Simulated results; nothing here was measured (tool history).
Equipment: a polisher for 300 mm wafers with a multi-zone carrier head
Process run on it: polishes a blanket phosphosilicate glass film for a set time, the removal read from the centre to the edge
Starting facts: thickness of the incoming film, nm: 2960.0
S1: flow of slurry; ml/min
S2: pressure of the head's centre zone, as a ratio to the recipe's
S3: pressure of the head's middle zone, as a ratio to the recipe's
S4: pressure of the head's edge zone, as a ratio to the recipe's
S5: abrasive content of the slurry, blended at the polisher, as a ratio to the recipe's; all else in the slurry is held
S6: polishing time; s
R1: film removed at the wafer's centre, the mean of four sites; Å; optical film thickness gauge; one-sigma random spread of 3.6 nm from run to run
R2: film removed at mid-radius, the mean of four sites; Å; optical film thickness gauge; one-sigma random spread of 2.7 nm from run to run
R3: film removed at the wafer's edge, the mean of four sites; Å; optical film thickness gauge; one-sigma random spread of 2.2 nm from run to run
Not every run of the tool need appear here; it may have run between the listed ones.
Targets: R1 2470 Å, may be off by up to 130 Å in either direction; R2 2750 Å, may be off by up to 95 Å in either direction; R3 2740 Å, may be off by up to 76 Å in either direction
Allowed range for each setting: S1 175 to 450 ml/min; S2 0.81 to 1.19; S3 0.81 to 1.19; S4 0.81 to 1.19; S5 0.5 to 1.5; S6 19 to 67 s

run 1 hour=0 | S1=290 S2=1 S3=1 S4=1 S5=1 S6=43 | R1=1920.3 R2=1968.8 R3=1980.1
run 2 hour=7.9 | S1=290 S2=1.05 S3=1 S4=1 S5=1 S6=43 | R1=2029.8 R2=1984 R3=1949.1
run 3 hour=15.5 | S1=290 S2=1.05 S3=1 S4=1 S5=1 S6=33 | R1=1508.8 R2=1506 R3=1504.6
run 4 hour=17.5 | S1=290 S2=1.05 S3=1 S4=1 S5=1 S6=39 | R1=1871.7 R2=1790.7 R3=1785.6
run 5 hour=24.1 | S1=290 S2=1.05 S3=1 S4=1.08 S5=1 S6=39 | R1=1863.4 R2=1773.7 R3=1823
run 6 hour=32.7 | S1=250 S2=1.05 S3=1 S4=1.08 S5=1 S6=39 | R1=1815.5 R2=1745.7 R3=1828.2
run 7 hour=38.3 | S1=245 S2=1.04 S3=1.02 S4=1.09 S5=1.1 S6=40 | R1=1889.1 R2=1949.8 R3=1977
run 8 hour=40.2 | S1=245 S2=1.04 S3=1.02 S4=1.1 S5=1.2 S6=41 | R1=2111.6 R2=2102 R3=2168.1
run 9 hour=46.5 | S1=245 S2=1.03 S3=1.04 S4=1.11 S5=1.25 S6=41 | R1=2090.1 R2=2160.1 R3=2211.6
run 10 hour=53.8 | S1=245 S2=1.03 S3=1.05 S4=1.12 S5=1.3 S6=42 | R1=2185 R2=2290.1 R3=2328.5
-- hour=56.7 worn pad replaced by a new one
run 11 hour=56.7 | S1=245 S2=1.03 S3=1.06 S4=1.13 S5=1.35 S6=42 | R1=2370.6 R2=2491 R3=2540.8
run 12 hour=65.6 | S1=260 S2=1.02 S3=1.07 S4=1.14 S5=1.35 S6=42 | R1=2369 R2=2564 R3=2569.6
run 13 hour=68.2 | S1=270 S2=1.02 S3=1.07 S4=1.15 S5=1.35 S6=42 | R1=2493.8 R2=2576.4 R3=2622
run 14 hour=73.8 | S1=275 S2=1.01 S3=1.08 S4=1.15 S5=1.35 S6=42 | R1=2407.2 R2=2579.2 R3=2585.5
run 15 hour=77.4 | S1=285 S2=1 S3=1.09 S4=1.16 S5=1.35 S6=42 | R1=2390.4 R2=2664.3 R3=2591.8
run 16 hour=78.3 | S1=290 S2=1 S3=1.09 S4=1.17 S5=1.35 S6=42 | R1=2347.6 R2=2650 R3=2633

4 next moves are on the table. One of them brings every result within its allowed miss. Which?
run A hour=79.2 | S1=320 S2=1.15 S3=1.11 S4=1.08 S5=1.3 S6=43 | R1=? R2=? R3=?
run B hour=79.2 | S1=285 S2=0.89 S3=1.11 S4=1.19 S5=1.3 S6=44 | R1=? R2=? R3=?
run C hour=79.2 | S1=345 S2=1.02 S3=1.15 S4=1.19 S5=1.45 S6=44 | R1=? R2=? R3=?
run D hour=79.2 | S1=385 S2=1 S3=1.1 S4=1.19 S5=0.9 S6=54 | R1=? R2=? R3=?

move=A R1=2794.1 R2=2737.9 R3=2566.7
move=B R1=2178.8 R2=2771 R3=2735
move=C R1=2682.6 R2=3056.4 R3=2913.4
move=D R1=2496.7 R2=2791.9 R3=2760.5
A: moves away from the targets compared with the last run
B: the furthest-off result lands on target, but another misses its tolerance
C: takes the biggest miss from the last run beyond its target
D: all results in spec
Move D is the one to make.

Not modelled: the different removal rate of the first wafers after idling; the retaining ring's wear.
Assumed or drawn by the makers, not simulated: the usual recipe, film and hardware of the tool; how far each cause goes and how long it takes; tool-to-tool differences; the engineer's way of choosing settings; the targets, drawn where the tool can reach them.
